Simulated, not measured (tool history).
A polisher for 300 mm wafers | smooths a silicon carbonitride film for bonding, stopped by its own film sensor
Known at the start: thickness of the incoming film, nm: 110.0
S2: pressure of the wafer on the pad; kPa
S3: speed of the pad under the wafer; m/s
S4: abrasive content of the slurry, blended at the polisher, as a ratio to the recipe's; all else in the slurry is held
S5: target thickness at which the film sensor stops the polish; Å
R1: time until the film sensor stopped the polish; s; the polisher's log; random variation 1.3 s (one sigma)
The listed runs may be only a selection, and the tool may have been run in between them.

{"run": 1, "hour": 0.0, "flow of slurry (ml/min)": 285, "S2": 13.8, "S3": 1.02, "S4": 1, "S5": 940, "R1": 73.846}
{"run": 2, "hour": 8.5, "flow of slurry (ml/min)": 285, "S2": 16.5, "S3": 1.02, "S4": 1, "S5": 940, "R1": 64.482}
{"run": 3, "hour": 14.7, "flow of slurry (ml/min)": 285, "S2": 16.5, "S3": 1.26, "S4": 1, "S5": 940, "R1": 52.644}
{"run": 4, "hour": 17.4, "flow of slurry (ml/min)": 285, "S2": 19.3, "S3": 1.26, "S4": 1, "S5": 940, "R1": 46.055}
{"run": 5, "hour": 25.1, "flow of slurry (ml/min)": 285, "S2": 19.3, "S3": 1.42, "S4": 1, "S5": 940, "R1": 42.412}
{"run": 6, "hour": 32.8, "flow of slurry (ml/min)": 285, "S2": 21.4, "S3": 1.42, "S4": 1, "S5": 940, "R1": 38.397}
{"run": 7, "hour": 39.5, "flow of slurry (ml/min)": 285, "S2": 17.9, "S3": 1.32, "S4": 1, "S5": 940, "R1": 47.691}
{"run": 8, "hour": 40.0, "flow of slurry (ml/min)": 285, "S2": 15.2, "S3": 1.26, "S4": 1, "S5": 940, "R1": 57.061}
{"run": 9, "hour": 44.8, "flow of slurry (ml/min)": 285, "S2": 13.1, "S3": 1.22, "S4": 1, "S5": 940, "R1": 67.192}
{"run": 10, "hour": 49.5, "flow of slurry (ml/min)": 285, "S2": 11.7, "S3": 1.2, "S4": 1, "S5": 940, "R1": 76.186}
{"run": 11, "hour": 53.8, "flow of slurry (ml/min)": 285, "S2": 11, "S3": 1.2, "S4": 1, "S5": 940, "R1": 79.358}

Run 12 is up next; what results do you expect?
{"run": 12, "hour": 56.4, "flow of slurry (ml/min)": 285, "S2": 10.3, "S3": 1.2, "S4": 1, "S5": 940, "R1": "?"}

{"run 12": {"R1": 82.388}}
